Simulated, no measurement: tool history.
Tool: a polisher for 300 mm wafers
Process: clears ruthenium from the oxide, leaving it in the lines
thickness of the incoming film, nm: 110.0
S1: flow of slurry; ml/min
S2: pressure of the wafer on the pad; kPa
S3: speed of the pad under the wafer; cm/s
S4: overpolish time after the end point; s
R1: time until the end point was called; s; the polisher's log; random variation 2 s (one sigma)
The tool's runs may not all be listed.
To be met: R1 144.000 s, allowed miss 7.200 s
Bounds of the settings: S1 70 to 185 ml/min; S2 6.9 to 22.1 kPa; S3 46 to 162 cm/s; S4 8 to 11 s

run  hour   S1    S2   S3  S4       R1
  1   0.0  120  14.5  104  11   70.930
  2   7.6   95  14.5  104  11   74.494
  3  10.9   80  14.5  104  11   76.547
  4  13.1   80  13.1  102  11   84.849
  5  16.3   80  11.7  100  11   91.643
  6  22.4   80  11.7  110  11   82.895
  7  24.0   80  11.0  104  11   90.776
  8  28.4   80  10.3  100  11   98.245
  9  29.0   80   9.7   96  11  104.550
 10  32.7   80   9.0   92  11  114.060
 11  37.1   80   8.3   90  11  122.750
 12  41.6   80   8.3   88  11  127.400
 13  49.7   80   7.6   86  11  132.320

4 next moves are on the table. One of them brings every result within its allowed miss. Which?
  A  57.8  80  6.9  104  11   ?
  B  57.8  90  8.3   90  11   ?
  C  57.8  70  6.9   76   8   ?
  D  57.8  90  8.3   74   8   ?

move       R1
   A  119.720
   B  122.320
   C  166.160
   D  146.920
A: further off than the last run
B: further off than the last run
C: takes the result that was furthest off past its target
D: meets every target
The right move is D.
